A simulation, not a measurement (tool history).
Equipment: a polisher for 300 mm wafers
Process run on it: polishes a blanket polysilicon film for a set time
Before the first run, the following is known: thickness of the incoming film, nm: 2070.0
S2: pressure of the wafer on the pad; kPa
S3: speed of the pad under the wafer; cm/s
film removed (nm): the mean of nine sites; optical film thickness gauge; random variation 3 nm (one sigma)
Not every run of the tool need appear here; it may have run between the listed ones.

run 1 hour=0 | flow_of_slurry_(ml/min)=190 S2=20.7 S3=114 polishing_time_(s)=40 | film_removed_(nm)=407.33
run 2 hour=0.8 | flow_of_slurry_(ml/min)=190 S2=17.9 S3=114 polishing_time_(s)=40 | film_removed_(nm)=350.26
run 3 hour=5 | flow_of_slurry_(ml/min)=190 S2=13.1 S3=114 polishing_time_(s)=40 | film_removed_(nm)=261.07
run 4 hour=11.9 | flow_of_slurry_(ml/min)=190 S2=9.7 S3=114 polishing_time_(s)=40 | film_removed_(nm)=195.89
run 5 hour=15.8 | flow_of_slurry_(ml/min)=190 S2=9.7 S3=102 polishing_time_(s)=40 | film_removed_(nm)=176
run 6 hour=24.8 | flow_of_slurry_(ml/min)=155 S2=9.7 S3=102 polishing_time_(s)=40 | film_removed_(nm)=171.95
run 7 hour=30 | flow_of_slurry_(ml/min)=175 S2=13.8 S3=102 polishing_time_(s)=40 | film_removed_(nm)=243.7
run 8 hour=35.5 | flow_of_slurry_(ml/min)=225 S2=19.3 S3=102 polishing_time_(s)=40 | film_removed_(nm)=342.93
run 9 hour=39.2 | flow_of_slurry_(ml/min)=225 S2=20.7 S3=102 polishing_time_(s)=40 | film_removed_(nm)=366.34
run 10 hour=47.4 | flow_of_slurry_(ml/min)=225 S2=22.1 S3=102 polishing_time_(s)=40 | film_removed_(nm)=390.71
run 11 hour=55.7 | flow_of_slurry_(ml/min)=225 S2=22.8 S3=102 polishing_time_(s)=40 | film_removed_(nm)=407.27
run 12 hour=59.2 | flow_of_slurry_(ml/min)=225 S2=23.4 S3=102 polishing_time_(s)=40 | film_removed_(nm)=420.95

For run 13, what comes out?
run 13 hour=65.7 | flow_of_slurry_(ml/min)=230 S2=24.1 S3=102 polishing_time_(s)=40 | film_removed_(nm)=?

{"run 13": {"film removed (nm)": 426.96}}
